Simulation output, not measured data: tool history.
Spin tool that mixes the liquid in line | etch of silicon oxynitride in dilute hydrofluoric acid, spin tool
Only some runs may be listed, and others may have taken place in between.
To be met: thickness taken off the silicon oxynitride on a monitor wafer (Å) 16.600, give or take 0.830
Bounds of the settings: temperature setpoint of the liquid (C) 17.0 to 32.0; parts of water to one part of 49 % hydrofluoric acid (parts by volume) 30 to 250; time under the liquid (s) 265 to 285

| run | hour | temperature setpoint of the liquid (C) | parts of water to one part of 49 % hydrofluoric acid (parts by volume) | time under the liquid (s) | thickness taken off the silicon oxynitride on a monitor wafer (Å) |
|---|---|---|---|---|---|
| 1 | 0.0 | 24.0 | 140 | 265 | 31.639 |
| 2 | 4.3 | 23.5 | 145 | 265 | 30.160 |
| 3 | 6.4 | 23.5 | 120 | 265 | 36.001 |
| 4 | 9.3 | 23.5 | 140 | 265 | 31.238 |
| 5 | 9.9 | 20.5 | 140 | 265 | 26.278 |
| 6 | 13.2 | 20.5 | 120 | 265 | 31.211 |
| 7 | 14.8 | 20.0 | 125 | 265 | 30.151 |
| 8 | 20.4 | 19.5 | 130 | 265 | 27.747 |
| 9 | 23.1 | 19.0 | 135 | 265 | 26.094 |
|  | 27.0 | hydrofluoric acid flow meter replaced |
| 10 | 27.0 | 19.0 | 140 | 265 | 23.029 |
| 11 | 27.7 | 18.0 | 150 | 265 | 20.742 |
| 12 | 30.6 | 17.5 | 160 | 265 | 18.656 |
| 13 | 35.5 | 17.0 | 165 | 265 | 17.614 |

Exactly one of the 4 candidate moves below puts every result within its allowed miss. Which one?
| A | 40.4 | 17.0 | 155 | 265 | ? |
| B | 40.4 | 17.0 | 160 | 265 | ? |
| C | 40.4 | 17.0 | 175 | 270 | ? |
| D | 40.4 | 18.5 | 170 | 265 | ? |

| move | thickness taken off the silicon oxynitride on a monitor wafer (Å) |
|---|---|
| A | 19.097 |
| B | 18.444 |
| C | 17.026 |
| D | 18.547 |
A: misses by more than the last run did
B: misses by more than the last run did
C: each result inside its tolerance
D: misses by more than the last run did
C is the move that brings every result within its allowed miss.

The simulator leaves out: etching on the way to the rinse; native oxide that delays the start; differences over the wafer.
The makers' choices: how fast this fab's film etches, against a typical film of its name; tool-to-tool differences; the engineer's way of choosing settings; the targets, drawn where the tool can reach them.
